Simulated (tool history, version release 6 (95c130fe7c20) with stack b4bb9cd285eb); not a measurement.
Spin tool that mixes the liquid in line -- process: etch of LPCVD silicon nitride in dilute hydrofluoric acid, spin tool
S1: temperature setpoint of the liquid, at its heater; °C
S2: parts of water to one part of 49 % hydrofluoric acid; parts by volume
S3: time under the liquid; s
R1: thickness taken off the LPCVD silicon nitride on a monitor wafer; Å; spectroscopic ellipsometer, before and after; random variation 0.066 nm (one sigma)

run 1 hour=0.0 | S1=23.0 S2=45 S3=300 | R1=26.433
run 2 hour=6.4 | S1=23.0 S2=50 S3=300 | R1=24.155
run 3 hour=7.1 | S1=24.0 S2=50 S3=300 | R1=25.166
run 4 hour=12.4 | S1=25.0 S2=50 S3=300 | R1=28.029
run 5 hour=15.6 | S1=25.5 S2=50 S3=300 | R1=28.301
run 6 hour=16.7 | S1=25.5 S2=60 S3=300 | R1=23.700
run 7 hour=22.3 | S1=26.0 S2=60 S3=300 | R1=25.020
run 8 hour=28.2 | S1=26.5 S2=60 S3=300 | R1=25.174

Expected results for the next run?
-- hour=30.2 hydrofluoric acid flow meter replaced
run 9 hour=30.2 | S1=27.0 S2=60 S3=300 | R1=?

{"run 9": {"R1": 24.781}}
